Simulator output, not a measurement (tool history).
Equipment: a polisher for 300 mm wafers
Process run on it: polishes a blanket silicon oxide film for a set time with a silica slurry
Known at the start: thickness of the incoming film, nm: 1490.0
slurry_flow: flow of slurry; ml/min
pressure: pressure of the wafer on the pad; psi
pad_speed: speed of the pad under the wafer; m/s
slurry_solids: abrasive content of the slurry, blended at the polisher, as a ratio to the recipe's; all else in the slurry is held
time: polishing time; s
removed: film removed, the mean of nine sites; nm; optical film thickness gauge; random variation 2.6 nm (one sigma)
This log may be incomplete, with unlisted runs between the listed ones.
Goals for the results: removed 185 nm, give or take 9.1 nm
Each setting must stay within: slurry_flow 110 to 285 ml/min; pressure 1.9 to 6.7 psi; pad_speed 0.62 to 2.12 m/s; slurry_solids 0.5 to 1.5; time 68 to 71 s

| run | day | slurry_flow | pressure | pad_speed | slurry_solids | time | removed |
|---|---|---|---|---|---|---|---|
| 1 | 0 | 180 | 4.3 | 1.36 | 1 | 68 | 225.46 |
| 2 | 0.138 | 180 | 4.3 | 1.36 | 1 | 71 | 234.68 |
| 3 | 0.388 | 145 | 4.3 | 1.36 | 1 | 71 | 223.22 |
| 4 | 0.671 | 145 | 4.3 | 1.36 | 1 | 68 | 217.87 |
| 5 | 1 | 145 | 4.1 | 1.36 | 1 | 68 | 205.55 |
| 6 | 1.046 | 145 | 4.9 | 1.36 | 1 | 68 | 242.16 |
| 7 | 1.321 | 145 | 4.6 | 1.34 | 1 | 68 | 227.88 |
| 8 | 1.383 | 145 | 4.6 | 1.34 | 1 | 68 | 228.08 |
| 9 | 1.45 | 145 | 3.6 | 1.3 | 1 | 68 | 177.6 |

Which of these 4 next moves meets every target?
| A | 1.517 | 165 | 3.3 | 1.2 | 1.05 | 69 | ? |
| B | 1.517 | 130 | 4.1 | 1.22 | 0.95 | 69 | ? |
| C | 1.517 | 155 | 3.5 | 1.18 | 1.05 | 68 | ? |
| D | 1.517 | 130 | 3.6 | 1.28 | 1 | 68 | ? |

| move | removed |
|---|---|
| A | 161.12 |
| B | 184.45 |
| C | 164.11 |
| D | 170.54 |
A: further off than the last run
B: each result inside its tolerance
C: further off than the last run
D: further off than the last run
So the answer is move B, the one that meets all the targets.

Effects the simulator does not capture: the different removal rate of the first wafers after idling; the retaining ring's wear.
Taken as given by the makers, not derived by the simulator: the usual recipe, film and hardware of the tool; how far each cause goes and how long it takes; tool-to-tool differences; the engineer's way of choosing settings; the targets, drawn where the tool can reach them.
